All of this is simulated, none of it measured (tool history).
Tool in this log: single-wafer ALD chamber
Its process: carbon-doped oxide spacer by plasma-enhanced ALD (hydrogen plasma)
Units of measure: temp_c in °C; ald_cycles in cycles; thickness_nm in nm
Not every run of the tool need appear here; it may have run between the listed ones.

run 1 hour=0 | temp_c=415 ald_cycles=244 | thickness_nm=11.265
run 2 hour=7.4 | temp_c=413 ald_cycles=253 | thickness_nm=11.761
run 3 hour=9.5 | temp_c=411 ald_cycles=260 | thickness_nm=12.161
run 4 hour=13.1 | temp_c=415 ald_cycles=260 | thickness_nm=12.018
run 5 hour=17.9 | temp_c=415 ald_cycles=226 | thickness_nm=10.438
run 6 hour=22.6 | temp_c=413 ald_cycles=238 | thickness_nm=11.05
run 7 hour=30.7 | temp_c=411 ald_cycles=248 | thickness_nm=11.645
run 8 hour=32 | temp_c=411 ald_cycles=248 | thickness_nm=11.553

Predict the results of run 9:
run 9 hour=32.5 | temp_c=410 ald_cycles=256 | thickness_nm=?

Run 9 measured thickness_nm 12.019 nm.
